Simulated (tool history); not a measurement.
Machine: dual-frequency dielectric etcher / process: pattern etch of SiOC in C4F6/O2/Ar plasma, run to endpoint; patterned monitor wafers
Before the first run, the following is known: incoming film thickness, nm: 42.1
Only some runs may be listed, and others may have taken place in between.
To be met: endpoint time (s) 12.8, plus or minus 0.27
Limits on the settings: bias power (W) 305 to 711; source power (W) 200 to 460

| run | hour | bias power (W) | source power (W) | endpoint time (s) |
|---|---|---|---|---|
| 1 | 0 | 508 | 330 | 15.665 |
| 2 | 3.6 | 508 | 290 | 16.55 |
| 3 | 6.3 | 508 | 270 | 17.203 |
| 4 | 10.7 | 573 | 310 | 15.299 |
| 5 | 16.8 | 573 | 280 | 16.005 |
| 6 | 22.4 | 506 | 280 | 16.733 |
| 7 | 25.5 | 572 | 320 | 15.028 |
| 8 | 27.3 | 572 | 320 | 15.21 |
| 9 | 33 | 616 | 340 | 14.379 |
| 10 | 41.6 | 646 | 360 | 13.796 |
| 11 | 47.7 | 646 | 360 | 13.783 |

Which one of the following 4 next-run settings gets every result inside its allowed miss? There is exactly one.
| A | 53.8 | 585 | 360 | ? |
| B | 53.8 | 613 | 340 | ? |
| C | 53.8 | 711 | 440 | ? |
| D | 53.8 | 711 | 380 | ? |

| move | endpoint time (s) |
|---|---|
| A | 14.234 |
| B | 14.321 |
| C | 12.078 |
| D | 12.85 |
A: misses by more than the last run did
B: misses by more than the last run did
C: moves the result that the last run missed by most past its target, out the other side
D: all results land within tolerance of their targets
Move D is the one to make.

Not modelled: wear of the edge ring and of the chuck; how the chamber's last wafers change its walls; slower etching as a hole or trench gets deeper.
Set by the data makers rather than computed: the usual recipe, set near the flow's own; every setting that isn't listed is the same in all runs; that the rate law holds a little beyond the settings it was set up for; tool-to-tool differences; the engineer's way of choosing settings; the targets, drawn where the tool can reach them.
